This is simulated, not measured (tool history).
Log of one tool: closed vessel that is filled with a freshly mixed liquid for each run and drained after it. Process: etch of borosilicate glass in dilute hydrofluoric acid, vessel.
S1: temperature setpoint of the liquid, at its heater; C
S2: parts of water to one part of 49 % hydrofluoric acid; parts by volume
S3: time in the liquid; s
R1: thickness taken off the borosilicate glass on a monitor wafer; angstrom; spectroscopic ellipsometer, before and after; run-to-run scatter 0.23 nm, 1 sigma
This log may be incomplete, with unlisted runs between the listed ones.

run    day    S1   S2  S3      R1
  1      0    26  195  85  210.26
  2  0.075  27.5  185  85  239.27
  3  0.112  28.5  180  85  255.28
  4  0.233  28.5  180  95  282.39
  5  0.388  30.5  180  95     303
  6  0.425  30.5  240  95  213.28
  7  0.729    31  225  95   235.9
  8    1.1  31.5  215  95  255.15

Predict the results of run 9:
  9  1.483  32  205  95   ?

Logged for run 9: R1 272.07 angstrom.
